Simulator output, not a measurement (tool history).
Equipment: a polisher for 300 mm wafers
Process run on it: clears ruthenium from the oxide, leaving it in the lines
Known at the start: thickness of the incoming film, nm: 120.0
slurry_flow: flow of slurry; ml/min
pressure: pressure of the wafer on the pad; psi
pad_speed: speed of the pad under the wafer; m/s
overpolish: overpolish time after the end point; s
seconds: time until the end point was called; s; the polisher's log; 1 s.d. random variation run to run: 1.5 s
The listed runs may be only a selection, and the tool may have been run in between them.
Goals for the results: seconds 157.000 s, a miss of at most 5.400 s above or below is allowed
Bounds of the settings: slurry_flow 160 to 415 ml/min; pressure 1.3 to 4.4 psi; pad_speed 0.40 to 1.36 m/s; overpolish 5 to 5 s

run 1 hour=0.0 | slurry_flow=265 pressure=2.8 pad_speed=0.88 overpolish=5 | seconds=91.869
run 2 hour=3.3 | slurry_flow=265 pressure=2.4 pad_speed=0.88 overpolish=5 | seconds=106.730
run 3 hour=7.5 | slurry_flow=265 pressure=2.1 pad_speed=0.88 overpolish=5 | seconds=120.770
run 4 hour=15.5 | slurry_flow=290 pressure=2.1 pad_speed=0.88 overpolish=5 | seconds=119.700
run 5 hour=19.2 | slurry_flow=290 pressure=2.1 pad_speed=1.04 overpolish=5 | seconds=101.130
run 6 hour=27.6 | slurry_flow=290 pressure=2.1 pad_speed=1.04 overpolish=5 | seconds=103.060
run 7 hour=36.1 | slurry_flow=290 pressure=1.9 pad_speed=1.00 overpolish=5 | seconds=115.620
run 8 hour=37.1 | slurry_flow=290 pressure=1.7 pad_speed=0.98 overpolish=5 | seconds=132.590
run 9 hour=43.0 | slurry_flow=290 pressure=1.6 pad_speed=0.98 overpolish=5 | seconds=140.210
run 10 hour=47.4 | slurry_flow=290 pressure=1.5 pad_speed=0.98 overpolish=5 | seconds=149.090
run 11 hour=51.3 | slurry_flow=285 pressure=1.5 pad_speed=0.98 overpolish=5 | seconds=148.510
run 12 hour=57.3 | slurry_flow=275 pressure=1.5 pad_speed=0.98 overpolish=5 | seconds=150.110
run 13 hour=64.5 | slurry_flow=270 pressure=1.5 pad_speed=0.98 overpolish=5 | seconds=149.800
run 14 hour=70.4 | slurry_flow=265 pressure=1.5 pad_speed=0.98 overpolish=5 | seconds=151.290
run 15 hour=77.1 | slurry_flow=260 pressure=1.5 pad_speed=0.98 overpolish=5 | seconds=149.140
run 16 hour=78.7 | slurry_flow=255 pressure=1.5 pad_speed=0.98 overpolish=5 | seconds=149.150

Exactly one of the 4 candidate moves below puts every result within its allowed miss. Which one?
run A hour=80.3 | slurry_flow=275 pressure=1.8 pad_speed=0.88 overpolish=5 | seconds=?
run B hour=80.3 | slurry_flow=225 pressure=1.4 pad_speed=1.12 overpolish=5 | seconds=?
run C hour=80.3 | slurry_flow=300 pressure=1.3 pad_speed=1.08 overpolish=5 | seconds=?
run D hour=80.3 | slurry_flow=235 pressure=1.7 pad_speed=0.94 overpolish=5 | seconds=?

move=A seconds=140.060
move=B seconds=146.480
move=C seconds=157.130
move=D seconds=142.000
A: misses by more than the last run did
B: misses by more than the last run did
C: all results land within tolerance of their targets
D: misses by more than the last run did
The move that meets every target is C.
